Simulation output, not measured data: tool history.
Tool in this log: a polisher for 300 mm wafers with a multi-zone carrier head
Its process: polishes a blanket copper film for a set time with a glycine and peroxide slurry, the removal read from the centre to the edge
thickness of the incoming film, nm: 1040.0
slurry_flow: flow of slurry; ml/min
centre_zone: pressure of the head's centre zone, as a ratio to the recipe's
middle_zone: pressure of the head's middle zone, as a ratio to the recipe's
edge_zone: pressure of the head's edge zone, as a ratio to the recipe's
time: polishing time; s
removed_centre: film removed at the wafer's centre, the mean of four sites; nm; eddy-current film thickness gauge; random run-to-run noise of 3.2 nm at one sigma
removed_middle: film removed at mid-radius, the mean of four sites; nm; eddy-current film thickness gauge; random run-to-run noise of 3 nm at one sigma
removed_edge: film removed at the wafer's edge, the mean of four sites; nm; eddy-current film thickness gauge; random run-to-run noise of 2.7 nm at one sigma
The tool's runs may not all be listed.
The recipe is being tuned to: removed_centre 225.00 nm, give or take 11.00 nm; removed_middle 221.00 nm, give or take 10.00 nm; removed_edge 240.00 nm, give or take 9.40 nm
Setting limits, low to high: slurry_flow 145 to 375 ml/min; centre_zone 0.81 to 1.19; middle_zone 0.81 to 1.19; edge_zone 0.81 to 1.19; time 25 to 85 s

run	hour	slurry_flow	centre_zone	middle_zone	edge_zone	time	removed_centre	removed_middle	removed_edge
1	0.0	240	1.00	1.00	1.00	55	266.39	273.31	268.84
2	4.3	240	1.00	0.92	1.00	55	261.21	241.56	268.29
3	11.0	240	0.99	0.92	0.99	55	264.60	248.54	265.46
4	16.3	240	0.91	0.92	0.99	55	238.06	253.29	265.15
5	25.2	240	0.95	0.92	0.99	55	251.17	248.38	265.84
6	27.8	240	0.95	0.92	0.99	64	287.35	289.31	310.33
7	35.1	240	0.94	0.91	0.98	62	274.71	277.21	299.45
8	38.7	240	0.94	0.90	0.97	61	275.11	269.14	290.43
9	39.2	240	0.93	0.89	0.96	60	263.68	266.07	291.16
10	45.7	240	0.93	0.89	0.96	58	259.40	257.44	276.27
11	46.4	240	0.92	0.88	0.95	57	254.18	249.61	274.07
12	55.1	240	0.92	0.88	0.95	56	248.53	242.02	265.32
13	60.5	240	0.91	0.88	0.94	55	239.58	239.78	259.45
14	69.3	240	0.91	0.88	0.93	55	243.44	244.24	263.46
15	77.7	240	0.91	0.88	0.93	54	233.61	235.60	259.56

5 candidate next runs follow, results not yet known. Just one meets every target within its allowed miss. Identify it.
A	86.1	170	1.10	1.06	0.93	52	?	?	?
B	86.1	180	1.05	0.93	0.93	52	?	?	?
C	86.1	260	0.94	0.83	1.03	55	?	?	?
D	86.1	260	0.92	0.88	0.95	50	?	?	?
E	86.1	240	0.99	0.85	0.93	49	?	?	?

move	removed_centre	removed_middle	removed_edge
A	255.99	251.29	235.06
B	247.14	227.63	237.40
C	248.74	231.89	275.31
D	221.36	221.25	240.59
E	230.89	208.50	231.73
A: brings the last run's worst result on target, with another outside its allowed miss
B: brings the last run's worst result on target, with another outside its allowed miss
C: the biggest miss grows against the last run
D: all results land within tolerance of their targets
E: brings the last run's worst result on target, with another outside its allowed miss
Answer: D
